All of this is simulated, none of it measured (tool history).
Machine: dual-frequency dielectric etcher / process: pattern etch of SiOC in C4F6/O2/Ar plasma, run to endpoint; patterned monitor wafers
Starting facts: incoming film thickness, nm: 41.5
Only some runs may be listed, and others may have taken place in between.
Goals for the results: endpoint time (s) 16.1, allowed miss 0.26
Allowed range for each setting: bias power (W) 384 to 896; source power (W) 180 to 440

run	day	bias power (W)	source power (W)	endpoint time (s)
1	0	640	310	12.953
2	0.342	584	300	13.965
3	0.571	584	350	13.233
4	0.654	584	390	12.878
5	0.833	584	420	12.509
6	0.938	584	440	12.31
7	1.158	538	400	13.488
8	1.442	504	400	14.045
9	1.475	478	400	14.564
10	1.725	460	400	15
11	2.017	448	400	15.193

5 candidate next runs follow, results not yet known. Just one meets every target within its allowed miss. Identify it.
A	2.308	458	430	?
B	2.308	506	420	?
C	2.308	482	420	?
D	2.308	447	420	?
E	2.308	421	390	?

move	endpoint time (s)
A	14.676
B	13.77
C	14.25
D	15.063
E	16.174
A: further off than the last run
B: further off than the last run
C: further off than the last run
D: further off than the last run
E: all results in spec
Move E is the one to make.

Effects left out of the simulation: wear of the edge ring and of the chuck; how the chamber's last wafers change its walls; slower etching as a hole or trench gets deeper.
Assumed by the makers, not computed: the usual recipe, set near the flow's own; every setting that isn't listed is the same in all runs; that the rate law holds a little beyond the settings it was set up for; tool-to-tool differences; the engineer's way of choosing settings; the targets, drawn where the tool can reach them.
